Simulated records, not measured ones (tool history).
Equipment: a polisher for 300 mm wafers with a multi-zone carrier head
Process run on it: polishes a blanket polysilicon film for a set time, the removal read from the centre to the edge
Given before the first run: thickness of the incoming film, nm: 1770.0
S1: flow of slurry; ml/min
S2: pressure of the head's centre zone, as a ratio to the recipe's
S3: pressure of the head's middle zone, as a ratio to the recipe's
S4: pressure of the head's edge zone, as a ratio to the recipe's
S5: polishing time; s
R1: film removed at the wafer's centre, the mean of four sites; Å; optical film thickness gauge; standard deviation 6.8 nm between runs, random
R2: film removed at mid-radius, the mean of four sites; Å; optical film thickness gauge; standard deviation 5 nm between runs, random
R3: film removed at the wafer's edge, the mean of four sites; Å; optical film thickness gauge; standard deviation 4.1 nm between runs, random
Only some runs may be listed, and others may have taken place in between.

run 1 hour=0.0 | S1=185 S2=1.00 S3=1.00 S4=1.00 S5=42 | R1=3157.9 R2=2798.9 R3=3049.2
run 2 hour=4.1 | S1=220 S2=1.00 S3=1.00 S4=1.00 S5=42 | R1=3155.7 R2=2981.5 R3=3086.7
run 3 hour=9.1 | S1=220 S2=1.00 S3=1.00 S4=0.94 S5=42 | R1=3173.8 R2=3033.0 R3=2979.6
run 4 hour=11.7 | S1=220 S2=1.03 S3=0.99 S4=0.97 S5=44 | R1=3326.3 R2=3184.8 R3=3155.8
run 5 hour=20.7 | S1=195 S2=1.07 S3=0.96 S4=0.98 S5=47 | R1=3628.7 R2=3126.4 R3=3341.8
run 6 hour=23.5 | S1=195 S2=0.99 S3=0.96 S4=0.98 S5=47 | R1=3413.5 R2=3099.0 R3=3346.9
run 7 hour=28.0 | S1=185 S2=1.03 S3=0.97 S4=1.00 S5=48 | R1=3571.0 R2=3237.1 R3=3494.2

For run 8, what comes out?
run 8 hour=36.4 | S1=175 S2=1.07 S3=0.95 S4=1.00 S5=50 | R1=? R2=? R3=?

Run 8 gave R1 3763.1 Å, R2 3263.2 Å, R3 3551.8 Å.
